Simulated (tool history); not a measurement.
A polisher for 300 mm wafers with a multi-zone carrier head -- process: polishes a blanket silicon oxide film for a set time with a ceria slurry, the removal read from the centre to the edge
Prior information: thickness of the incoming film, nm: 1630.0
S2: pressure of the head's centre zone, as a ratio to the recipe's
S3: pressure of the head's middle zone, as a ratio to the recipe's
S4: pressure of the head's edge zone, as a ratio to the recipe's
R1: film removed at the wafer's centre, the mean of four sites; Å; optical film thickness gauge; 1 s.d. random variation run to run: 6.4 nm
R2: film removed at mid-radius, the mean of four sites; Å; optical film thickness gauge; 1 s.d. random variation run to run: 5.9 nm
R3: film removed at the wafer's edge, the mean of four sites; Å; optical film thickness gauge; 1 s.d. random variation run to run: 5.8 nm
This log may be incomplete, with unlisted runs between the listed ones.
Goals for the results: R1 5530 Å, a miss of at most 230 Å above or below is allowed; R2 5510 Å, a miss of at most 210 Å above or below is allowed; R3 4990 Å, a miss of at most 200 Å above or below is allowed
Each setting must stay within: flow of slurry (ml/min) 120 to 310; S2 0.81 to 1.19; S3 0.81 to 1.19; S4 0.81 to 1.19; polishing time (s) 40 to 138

run 1 hour=0 | flow_of_slurry_(ml/min)=200 S2=1 S3=1 S4=1 polishing_time_(s)=88 | R1=3670 R2=3672.2 R3=3602.4
run 2 hour=6 | flow_of_slurry_(ml/min)=185 S2=1 S3=1 S4=1 polishing_time_(s)=88 | R1=3713.4 R2=3559.7 R3=3601.5
run 3 hour=15 | flow_of_slurry_(ml/min)=220 S2=1 S3=1 S4=1 polishing_time_(s)=88 | R1=3776.8 R2=3723.8 R3=3655.6
run 4 hour=17.7 | flow_of_slurry_(ml/min)=220 S2=0.96 S3=1 S4=1 polishing_time_(s)=88 | R1=3602.6 R2=3762.1 R3=3635.8
run 5 hour=21 | flow_of_slurry_(ml/min)=220 S2=1.03 S3=1 S4=1 polishing_time_(s)=88 | R1=3930.2 R2=3685 R3=3738.9
run 6 hour=22.7 | flow_of_slurry_(ml/min)=230 S2=1.04 S3=1.03 S4=1 polishing_time_(s)=92 | R1=4121.2 R2=3982.8 R3=3809.6
run 7 hour=30.3 | flow_of_slurry_(ml/min)=235 S2=1.05 S3=1.04 S4=1.02 polishing_time_(s)=96 | R1=4320.2 R2=4154.3 R3=4114
run 8 hour=34.3 | flow_of_slurry_(ml/min)=245 S2=1.06 S3=1.06 S4=1.02 polishing_time_(s)=99 | R1=4528.3 R2=4481.1 R3=4256.7
run 9 hour=36.7 | flow_of_slurry_(ml/min)=250 S2=1.08 S3=1.08 S4=1.03 polishing_time_(s)=101 | R1=4774.7 R2=4510.8 R3=4377.8
run 10 hour=44.3 | flow_of_slurry_(ml/min)=255 S2=1.08 S3=1.09 S4=1.03 polishing_time_(s)=103 | R1=4847 R2=4769.9 R3=4414.9

Consider the 5 candidate settings below. Which is the only one whose results all fall within their allowed miss of target?
run A hour=51.9 | flow_of_slurry_(ml/min)=270 S2=1.07 S3=1.01 S4=1.13 polishing_time_(s)=118 | R1=? R2=? R3=?
run B hour=51.9 | flow_of_slurry_(ml/min)=265 S2=1.16 S3=0.92 S4=1.08 polishing_time_(s)=123 | R1=? R2=? R3=?
run C hour=51.9 | flow_of_slurry_(ml/min)=230 S2=1.14 S3=1.02 S4=1.05 polishing_time_(s)=115 | R1=? R2=? R3=?
run D hour=51.9 | flow_of_slurry_(ml/min)=285 S2=1.04 S3=1.05 S4=0.94 polishing_time_(s)=121 | R1=? R2=? R3=?
run E hour=51.9 | flow_of_slurry_(ml/min)=275 S2=1.05 S3=0.95 S4=1.19 polishing_time_(s)=120 | R1=? R2=? R3=?

move=A R1=5595 R2=5050.3 R3=5318.7
move=B R1=6209.9 R2=4930.6 R3=5415
move=C R1=5620.3 R2=4860.7 R3=4923.4
move=D R1=5644.7 R2=5352.4 R3=5002.8
move=E R1=5614.6 R2=4936.3 R3=5568
A: nearer than the last run, and not there yet
B: nearer than the last run, and not there yet
C: nearer than the last run, and not there yet
D: every result within its allowed miss
E: nearer than the last run, and not there yet
So the answer is move D, the one that meets all the targets.
